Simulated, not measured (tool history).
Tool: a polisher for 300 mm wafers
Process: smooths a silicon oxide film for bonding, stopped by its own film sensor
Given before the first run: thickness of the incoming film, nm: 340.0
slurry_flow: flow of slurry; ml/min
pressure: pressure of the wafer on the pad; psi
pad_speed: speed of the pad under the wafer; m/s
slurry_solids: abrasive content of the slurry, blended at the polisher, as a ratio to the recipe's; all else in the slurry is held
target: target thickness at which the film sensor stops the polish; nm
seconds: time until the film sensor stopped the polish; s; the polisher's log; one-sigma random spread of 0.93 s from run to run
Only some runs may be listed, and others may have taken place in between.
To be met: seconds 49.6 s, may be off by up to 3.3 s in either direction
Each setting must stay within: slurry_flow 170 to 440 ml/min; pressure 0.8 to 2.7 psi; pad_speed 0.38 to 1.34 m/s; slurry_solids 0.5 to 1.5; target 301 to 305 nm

| run | hour | slurry_flow | pressure | pad_speed | slurry_solids | target | seconds |
|---|---|---|---|---|---|---|---|
| 1 | 0 | 280 | 1.7 | 0.86 | 1 | 301 | 73.704 |
| 2 | 8.9 | 280 | 1.7 | 0.86 | 1 | 305 | 63.752 |
| 3 | 12.2 | 280 | 1.5 | 0.86 | 1 | 305 | 73.669 |
| 4 | 18.5 | 280 | 1.5 | 0.86 | 0.8 | 305 | 79.344 |
| 5 | 24.7 | 280 | 1.6 | 0.86 | 0.8 | 305 | 75.047 |
| 6 | 27.9 | 280 | 1.6 | 0.86 | 0.8 | 305 | 75.966 |
| 7 | 33 | 280 | 1.7 | 0.86 | 0.8 | 305 | 67.197 |
| 8 | 40.5 | 280 | 1.9 | 0.88 | 0.8 | 305 | 60.116 |
| 9 | 42.9 | 280 | 2.1 | 0.9 | 0.8 | 305 | 54.903 |

4 candidate next runs follow, results not yet known. Just one meets every target within its allowed miss. Identify it.
| A | 45.3 | 235 | 2.1 | 0.88 | 0.8 | 304 | ? |
| B | 45.3 | 405 | 2.4 | 0.9 | 0.55 | 303 | ? |
| C | 45.3 | 295 | 2.2 | 0.82 | 0.75 | 303 | ? |
| D | 45.3 | 250 | 2.2 | 1.24 | 0.65 | 301 | ? |

| move | seconds |
|---|---|
| A | 59.197 |
| B | 56.566 |
| C | 61.295 |
| D | 49.624 |
A: its largest miss is bigger than the last run's
B: its largest miss is bigger than the last run's
C: its largest miss is bigger than the last run's
D: meets every target
The move that meets every target is D.
